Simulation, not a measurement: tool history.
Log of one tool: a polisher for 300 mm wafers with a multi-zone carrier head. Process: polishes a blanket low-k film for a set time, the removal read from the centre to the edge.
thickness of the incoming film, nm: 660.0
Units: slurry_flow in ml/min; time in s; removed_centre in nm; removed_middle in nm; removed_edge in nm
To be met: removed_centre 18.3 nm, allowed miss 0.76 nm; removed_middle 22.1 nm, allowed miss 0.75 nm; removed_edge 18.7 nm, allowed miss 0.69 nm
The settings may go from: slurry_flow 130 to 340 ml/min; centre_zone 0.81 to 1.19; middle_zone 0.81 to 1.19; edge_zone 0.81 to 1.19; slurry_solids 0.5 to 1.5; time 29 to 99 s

{"run": 1, "day": 0.0, "slurry_flow": 220, "centre_zone": 1, "middle_zone": 1, "edge_zone": 1, "slurry_solids": 1, "time": 64, "removed_centre": 22.387, "removed_middle": 24.048, "removed_edge": 23.309}
{"run": 2, "day": 0.083, "slurry_flow": 215, "centre_zone": 0.98, "middle_zone": 1.02, "edge_zone": 0.95, "slurry_solids": 0.9, "time": 64, "removed_centre": 21.7, "removed_middle": 23.293, "removed_edge": 21.965}
{"run": 3, "day": 0.217, "slurry_flow": 180, "centre_zone": 0.98, "middle_zone": 1.02, "edge_zone": 0.95, "slurry_solids": 0.9, "time": 64, "removed_centre": 20.687, "removed_middle": 22.713, "removed_edge": 21.226}
{"run": 4, "day": 0.533, "slurry_flow": 170, "centre_zone": 0.96, "middle_zone": 1.04, "edge_zone": 0.92, "slurry_solids": 0.85, "time": 64, "removed_centre": 19.887, "removed_middle": 22.926, "removed_edge": 20.697}
{"run": 5, "day": 0.65, "slurry_flow": 170, "centre_zone": 0.96, "middle_zone": 1.09, "edge_zone": 0.92, "slurry_solids": 0.85, "time": 64, "removed_centre": 19.913, "removed_middle": 23.516, "removed_edge": 21.025}
{"run": 6, "day": 0.883, "slurry_flow": 170, "centre_zone": 0.96, "middle_zone": 1.16, "edge_zone": 0.92, "slurry_solids": 0.85, "time": 64, "removed_centre": 19.825, "removed_middle": 24.795, "removed_edge": 20.626}
{"run": 7, "day": 1.062, "slurry_flow": 170, "centre_zone": 0.96, "middle_zone": 1.15, "edge_zone": 0.91, "slurry_solids": 0.8, "time": 64, "removed_centre": 19.941, "removed_middle": 23.76, "removed_edge": 20.131}
{"run": 8, "day": 1.121, "slurry_flow": 165, "centre_zone": 0.95, "middle_zone": 1.15, "edge_zone": 0.9, "slurry_solids": 0.75, "time": 64, "removed_centre": 19.196, "removed_middle": 24.086, "removed_edge": 19.567}
{"run": 9, "day": 1.175, "slurry_flow": 165, "centre_zone": 0.95, "middle_zone": 1.15, "edge_zone": 0.9, "slurry_solids": 0.75, "time": 64, "removed_centre": 18.723, "removed_middle": 23.438, "removed_edge": 19.558}
{"run": 10, "day": 1.483, "slurry_flow": 165, "centre_zone": 0.95, "middle_zone": 1.14, "edge_zone": 0.89, "slurry_solids": 0.75, "time": 64, "removed_centre": 18.537, "removed_middle": 23.201, "removed_edge": 19.565}
{"run": 11, "day": 1.658, "slurry_flow": 165, "centre_zone": 0.96, "middle_zone": 1.14, "edge_zone": 0.88, "slurry_solids": 0.75, "time": 64, "removed_centre": 19.305, "removed_middle": 23.825, "removed_edge": 19.412}
{"run": 12, "day": 1.942, "slurry_flow": 165, "centre_zone": 0.96, "middle_zone": 1.12, "edge_zone": 0.88, "slurry_solids": 0.75, "time": 64, "removed_centre": 18.922, "removed_middle": 22.824, "removed_edge": 19.202}

5 next moves are on the table. One of them brings every result within its allowed miss. Which?
{"run": "A", "day": 2.225, "slurry_flow": 165, "centre_zone": 0.93, "middle_zone": 1.19, "edge_zone": 0.81, "slurry_solids": 0.8, "time": 63, "removed_centre": "?", "removed_middle": "?", "removed_edge": "?"}
{"run": "B", "day": 2.225, "slurry_flow": 155, "centre_zone": 0.96, "middle_zone": 1.12, "edge_zone": 0.89, "slurry_solids": 0.7, "time": 64, "removed_centre": "?", "removed_middle": "?", "removed_edge": "?"}
{"run": "C", "day": 2.225, "slurry_flow": 160, "centre_zone": 0.94, "middle_zone": 1.11, "edge_zone": 0.82, "slurry_solids": 1, "time": 61, "removed_centre": "?", "removed_middle": "?", "removed_edge": "?"}
{"run": "D", "day": 2.225, "slurry_flow": 150, "centre_zone": 0.9, "middle_zone": 1.08, "edge_zone": 1.04, "slurry_solids": 0.6, "time": 67, "removed_centre": "?", "removed_middle": "?", "removed_edge": "?"}
{"run": "E", "day": 2.225, "slurry_flow": 235, "centre_zone": 1.03, "middle_zone": 1.13, "edge_zone": 0.86, "slurry_solids": 0.7, "time": 62, "removed_centre": "?", "removed_middle": "?", "removed_edge": "?"}

move=A removed_centre=18.369 removed_middle=24.291 removed_edge=18.8
move=B removed_centre=18.227 removed_middle=22.19 removed_edge=18.952
move=C removed_centre=19.18 removed_middle=23.658 removed_edge=19.597
move=D removed_centre=16.91 removed_middle=21.322 removed_edge=20.269
move=E removed_centre=20.332 removed_middle=23.056 removed_edge=18.931
A: further off than the last run
B: meets every target
C: further off than the last run
D: takes the result that was furthest off past its target
E: further off than the last run
Answer: B
